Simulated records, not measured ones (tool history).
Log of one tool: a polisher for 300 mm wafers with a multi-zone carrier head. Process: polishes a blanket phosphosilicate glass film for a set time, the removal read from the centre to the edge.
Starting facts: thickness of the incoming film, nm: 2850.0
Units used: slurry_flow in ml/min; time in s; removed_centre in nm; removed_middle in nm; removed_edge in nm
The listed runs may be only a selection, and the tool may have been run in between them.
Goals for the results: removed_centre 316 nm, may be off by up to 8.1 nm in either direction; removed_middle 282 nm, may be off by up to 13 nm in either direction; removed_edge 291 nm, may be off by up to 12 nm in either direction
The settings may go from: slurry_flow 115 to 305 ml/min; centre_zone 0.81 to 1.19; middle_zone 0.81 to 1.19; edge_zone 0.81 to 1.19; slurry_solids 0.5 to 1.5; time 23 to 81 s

run 1 hour=0 | slurry_flow=195 centre_zone=1 middle_zone=1 edge_zone=1 slurry_solids=1 time=52 | removed_centre=559.11 removed_middle=564.05 removed_edge=552.09
run 2 hour=5.9 | slurry_flow=195 centre_zone=1 middle_zone=1.04 edge_zone=1 slurry_solids=1 time=52 | removed_centre=560.75 removed_middle=592.97 removed_edge=567.84
run 3 hour=11.3 | slurry_flow=190 centre_zone=0.99 middle_zone=1 edge_zone=0.97 slurry_solids=0.9 time=49 | removed_centre=510.6 removed_middle=520.76 removed_edge=485.43
run 4 hour=14.6 | slurry_flow=190 centre_zone=0.99 middle_zone=1 edge_zone=0.97 slurry_solids=0.9 time=56 | removed_centre=580.11 removed_middle=591.59 removed_edge=563.55
run 5 hour=18.5 | slurry_flow=185 centre_zone=0.98 middle_zone=0.96 edge_zone=0.98 slurry_solids=0.8 time=52 | removed_centre=504.35 removed_middle=502.04 removed_edge=500.21
run 6 hour=26.5 | slurry_flow=185 centre_zone=0.98 middle_zone=0.9 edge_zone=0.98 slurry_solids=0.8 time=52 | removed_centre=506.23 removed_middle=478.07 removed_edge=500.02
run 7 hour=34.9 | slurry_flow=180 centre_zone=0.98 middle_zone=0.88 edge_zone=0.97 slurry_solids=0.75 time=49 | removed_centre=458.56 removed_middle=435.58 removed_edge=464.62
run 8 hour=43.4 | slurry_flow=185 centre_zone=0.99 middle_zone=0.87 edge_zone=0.95 slurry_solids=0.7 time=46 | removed_centre=426.21 removed_middle=398.46 removed_edge=419.3
run 9 hour=45.9 | slurry_flow=185 centre_zone=1 middle_zone=0.86 edge_zone=0.93 slurry_solids=0.65 time=44 | removed_centre=400.24 removed_middle=374.21 removed_edge=386.55
run 10 hour=54.6 | slurry_flow=180 centre_zone=1.01 middle_zone=0.85 edge_zone=0.92 slurry_solids=0.6 time=42 | removed_centre=377.61 removed_middle=333.39 removed_edge=362.68
run 11 hour=59.3 | slurry_flow=180 centre_zone=1.01 middle_zone=0.85 edge_zone=0.9 slurry_solids=0.6 time=41 | removed_centre=368.31 removed_middle=321.63 removed_edge=343.04
run 12 hour=66.7 | slurry_flow=175 centre_zone=1 middle_zone=0.85 edge_zone=0.88 slurry_solids=0.6 time=41 | removed_centre=357.86 removed_middle=334.45 removed_edge=342.95
run 13 hour=70 | slurry_flow=170 centre_zone=1.01 middle_zone=0.84 edge_zone=0.87 slurry_solids=0.6 time=40 | removed_centre=355.7 removed_middle=310.26 removed_edge=334.57
run 14 hour=71.6 | slurry_flow=165 centre_zone=1 middle_zone=0.88 edge_zone=0.81 slurry_solids=0.5 time=36 | removed_centre=291.02 removed_middle=268.47 removed_edge=277.37
run 15 hour=73.6 | slurry_flow=175 centre_zone=1 middle_zone=0.88 edge_zone=0.82 slurry_solids=0.5 time=36 | removed_centre=295 removed_middle=272.94 removed_edge=274.73
run 16 hour=79.6 | slurry_flow=180 centre_zone=1 middle_zone=0.88 edge_zone=0.83 slurry_solids=0.5 time=36 | removed_centre=293.49 removed_middle=276.76 removed_edge=277.75
run 17 hour=83.8 | slurry_flow=180 centre_zone=1.01 middle_zone=0.88 edge_zone=0.84 slurry_solids=0.5 time=36 | removed_centre=297.99 removed_middle=286.47 removed_edge=278.04
run 18 hour=85.5 | slurry_flow=180 centre_zone=1.01 middle_zone=0.87 edge_zone=0.85 slurry_solids=0.5 time=36 | removed_centre=299.6 removed_middle=283.62 removed_edge=283.79
run 19 hour=93.5 | slurry_flow=180 centre_zone=1.02 middle_zone=0.86 edge_zone=0.85 slurry_solids=0.5 time=36 | removed_centre=306.14 removed_middle=278.56 removed_edge=280.69
run 20 hour=96.2 | slurry_flow=180 centre_zone=1.02 middle_zone=0.86 edge_zone=0.86 slurry_solids=0.5 time=36 | removed_centre=305.79 removed_middle=270.73 removed_edge=283.92

Pick the move, out of 4, that brings all results within their allowed miss; only one does.
run A hour=98.9 | slurry_flow=155 centre_zone=1.1 middle_zone=0.87 edge_zone=0.86 slurry_solids=0.5 time=38 | removed_centre=? removed_middle=? removed_edge=?
run B hour=98.9 | slurry_flow=190 centre_zone=1.16 middle_zone=0.87 edge_zone=0.81 slurry_solids=0.55 time=33 | removed_centre=? removed_middle=? removed_edge=?
run C hour=98.9 | slurry_flow=200 centre_zone=1 middle_zone=0.84 edge_zone=0.81 slurry_solids=0.9 time=30 | removed_centre=? removed_middle=? removed_edge=?
run D hour=98.9 | slurry_flow=305 centre_zone=1.1 middle_zone=0.95 edge_zone=0.81 slurry_solids=0.5 time=32 | removed_centre=? removed_middle=? removed_edge=?

move=A removed_centre=332.6 removed_middle=281.64 removed_edge=290.51
move=B removed_centre=328.83 removed_middle=262.85 removed_edge=262.97
move=C removed_centre=310.89 removed_middle=280.37 removed_edge=287.1
move=D removed_centre=313.16 removed_middle=279.78 removed_edge=257.74
A: carries the result that was furthest off beyond its target, to the other side
B: carries the result that was furthest off beyond its target, to the other side
C: every result within its allowed miss
D: meets the target for the result that was furthest off, but another lies outside its allowed miss
Move C is the one to make.
